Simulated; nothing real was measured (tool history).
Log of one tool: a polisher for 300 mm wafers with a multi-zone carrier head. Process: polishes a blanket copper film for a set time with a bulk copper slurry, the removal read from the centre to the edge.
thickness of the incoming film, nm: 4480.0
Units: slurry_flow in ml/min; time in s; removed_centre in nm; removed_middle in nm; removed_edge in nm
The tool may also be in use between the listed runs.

| run | hour | slurry_flow | centre_zone | middle_zone | edge_zone | slurry_solids | time | removed_centre | removed_middle | removed_edge |
|---|---|---|---|---|---|---|---|---|---|---|
| 1 | 0 | 185 | 1 | 1 | 1 | 1 | 37 | 317.66 | 295.38 | 285.95 |
| 2 | 2 | 185 | 1 | 1 | 1.06 | 1 | 37 | 323.54 | 294.44 | 293.81 |
| 3 | 4 | 180 | 1 | 0.98 | 1.04 | 0.95 | 35 | 298.13 | 268.74 | 268.77 |
| 4 | 5.3 | 175 | 0.99 | 0.96 | 1.03 | 0.9 | 34 | 278.53 | 249.56 | 260.53 |
| 5 | 10.4 | 175 | 0.99 | 0.95 | 1.01 | 0.85 | 33 | 270.69 | 239.32 | 245.43 |
| 6 | 14.7 | 175 | 1.07 | 0.95 | 1.01 | 0.85 | 33 | 296.86 | 241.41 | 247.25 |
| 7 | 15.9 | 170 | 1.06 | 0.94 | 0.99 | 0.8 | 32 | 272.94 | 226.13 | 231.29 |
| 8 | 19.2 | 165 | 1.05 | 0.93 | 0.98 | 0.75 | 31 | 261.37 | 213.82 | 220.61 |
| 9 | 25.6 | 160 | 1.04 | 0.92 | 0.97 | 0.7 | 30 | 245.44 | 203.08 | 209.49 |
| 10 | 30 | 155 | 1.03 | 0.91 | 0.96 | 0.7 | 29 | 229.57 | 192.56 | 199.27 |
| 11 | 33 | 155 | 1.03 | 0.91 | 0.96 | 0.7 | 29 | 232.91 | 192.74 | 203.11 |

Forecast run 12:
|  | 36.6 | centre zone pressure recalibrated |
| 12 | 36.6 | 155 | 1.02 | 0.9 | 0.95 | 0.7 | 28 | ? | ? | ? |

{"run 12": {"removed_centre": 210.28, "removed_middle": 182.74, "removed_edge": 193.6}}

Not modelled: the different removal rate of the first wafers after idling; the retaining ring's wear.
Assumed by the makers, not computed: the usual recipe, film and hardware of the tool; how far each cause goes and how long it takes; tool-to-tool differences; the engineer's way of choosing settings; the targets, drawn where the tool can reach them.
